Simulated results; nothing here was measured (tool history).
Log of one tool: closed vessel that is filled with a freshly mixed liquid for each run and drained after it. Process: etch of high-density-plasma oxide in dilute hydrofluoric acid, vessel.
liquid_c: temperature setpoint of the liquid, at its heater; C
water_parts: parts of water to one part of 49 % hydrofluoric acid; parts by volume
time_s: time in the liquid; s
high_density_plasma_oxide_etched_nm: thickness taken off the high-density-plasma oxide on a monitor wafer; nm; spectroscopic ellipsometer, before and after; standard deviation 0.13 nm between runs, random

run	day	liquid_c	water_parts	time_s	high_density_plasma_oxide_etched_nm
1	0.000	24.0	220	420	14.181
2	0.046	24.0	220	420	14.286
3	0.346	24.0	160	420	21.050
4	0.379	26.0	155	420	23.648
5	0.571	27.5	155	420	24.754
6	0.788	27.5	155	295	17.421
7	0.975	27.5	130	295	21.523
8	1.271	28.5	115	295	25.653

Forecast run 9:
9	1.329	29.5	110	295	?

high_density_plasma_oxide_etched_nm: 27.853 nm
